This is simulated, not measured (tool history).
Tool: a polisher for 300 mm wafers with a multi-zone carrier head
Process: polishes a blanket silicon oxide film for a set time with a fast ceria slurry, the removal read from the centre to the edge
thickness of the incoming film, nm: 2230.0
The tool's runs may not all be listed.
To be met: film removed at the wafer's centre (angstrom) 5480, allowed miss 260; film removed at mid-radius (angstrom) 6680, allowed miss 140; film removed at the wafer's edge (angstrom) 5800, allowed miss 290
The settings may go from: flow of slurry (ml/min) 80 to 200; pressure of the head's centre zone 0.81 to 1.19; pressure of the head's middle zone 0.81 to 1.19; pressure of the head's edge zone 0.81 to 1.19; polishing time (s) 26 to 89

| run | day | flow of slurry (ml/min) | pressure of the head's centre zone | pressure of the head's middle zone | pressure of the head's edge zone | polishing time (s) | film removed at the wafer's centre (angstrom) | film removed at mid-radius (angstrom) | film removed at the wafer's edge (angstrom) |
|---|---|---|---|---|---|---|---|---|---|
| 1 | 0 | 130 | 1 | 1 | 1 | 57 | 8244.9 | 9154.1 | 8934.7 |
| 2 | 0.179 | 130 | 1 | 1 | 1 | 50 | 7279.7 | 7983.7 | 7807.9 |
| 3 | 0.283 | 130 | 1 | 1 | 1.08 | 50 | 7260.5 | 7972.9 | 8163.9 |
| 4 | 0.525 | 155 | 1 | 1 | 1.08 | 50 | 7539.7 | 8322.8 | 8363.1 |
| 5 | 0.55 | 150 | 0.98 | 1.01 | 1.01 | 47 | 7107.3 | 7881.6 | 7622.4 |
| 6 | 0.667 | 150 | 0.89 | 1.01 | 1.01 | 47 | 6582.4 | 7796.4 | 7722.3 |
| 7 | 0.829 | 115 | 0.92 | 1.06 | 0.91 | 38 | 5042.4 | 6264.6 | 5512.2 |
| 8 | 0.875 | 120 | 0.92 | 1.06 | 0.91 | 38 | 5064.6 | 6243.3 | 5585.5 |
| 9 | 0.921 | 130 | 0.92 | 1.07 | 0.91 | 38 | 5123 | 6450.9 | 5632.5 |
| 10 | 1.167 | 135 | 0.93 | 1.07 | 0.91 | 38 | 5254.9 | 6541.7 | 5742 |
| 11 | 1.383 | 135 | 0.93 | 1.07 | 0.91 | 38 | 5266.9 | 6452.3 | 5704.3 |

4 next moves are on the table. One of them brings every result within its allowed miss. Which?
| A | 1.6 | 135 | 0.89 | 1.13 | 0.87 | 38 | ? | ? | ? |
| B | 1.6 | 145 | 0.89 | 1.13 | 0.94 | 36 | ? | ? | ? |
| C | 1.6 | 145 | 0.94 | 1.06 | 0.87 | 39 | ? | ? | ? |
| D | 1.6 | 150 | 0.93 | 1 | 0.82 | 37 | ? | ? | ? |

| move | film removed at the wafer's centre (angstrom) | film removed at mid-radius (angstrom) | film removed at the wafer's edge (angstrom) |
|---|---|---|---|
| A | 5057.7 | 6877.8 | 5618.3 |
| B | 4878.2 | 6619 | 5556 |
| C | 5555.9 | 6787.8 | 5837.2 |
| D | 5258.7 | 6173.3 | 5441.9 |
A: takes the result that was furthest off past its target
B: brings the result that was furthest off to its target, and leaves another outside
C: meets every target
D: further off than the last run
Answer: C
